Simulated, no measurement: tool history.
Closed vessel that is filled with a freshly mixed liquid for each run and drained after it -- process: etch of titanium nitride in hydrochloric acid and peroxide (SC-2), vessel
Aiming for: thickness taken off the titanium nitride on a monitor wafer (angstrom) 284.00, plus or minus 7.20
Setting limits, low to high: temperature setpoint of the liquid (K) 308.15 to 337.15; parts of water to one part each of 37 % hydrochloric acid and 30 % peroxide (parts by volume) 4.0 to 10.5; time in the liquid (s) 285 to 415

run	hour	temperature setpoint of the liquid (K)	parts of water to one part each of 37 % hydrochloric acid and 30 % peroxide (parts by volume)	time in the liquid (s)	thickness taken off the titanium nitride on a monitor wafer (angstrom)
1	0.0	321.15	5.5	415	118.28
2	2.1	328.15	5.5	415	188.35
3	10.4	329.15	5.5	415	199.48
4	15.2	330.15	5.5	415	211.66
5	20.9	330.15	5.5	415	213.65
6	23.9	331.15	5.5	415	227.66
7	26.9	331.65	5.5	415	234.12
8	34.1	335.15	5.5	415	290.81

Which single option among these 4 for the next run brings every result within its allowed miss of target? Just one does.
A	41.3	337.15	5.5	375	?
B	41.3	337.15	6.0	380	?
C	41.3	335.65	5.5	415	?
D	41.3	333.65	4.5	405	?

move	thickness taken off the titanium nitride on a monitor wafer (angstrom)
A	297.61
B	282.73
C	300.32
D	298.63
A: misses by more than the last run did
B: each result inside its tolerance
C: misses by more than the last run did
D: misses by more than the last run did
Answer: B

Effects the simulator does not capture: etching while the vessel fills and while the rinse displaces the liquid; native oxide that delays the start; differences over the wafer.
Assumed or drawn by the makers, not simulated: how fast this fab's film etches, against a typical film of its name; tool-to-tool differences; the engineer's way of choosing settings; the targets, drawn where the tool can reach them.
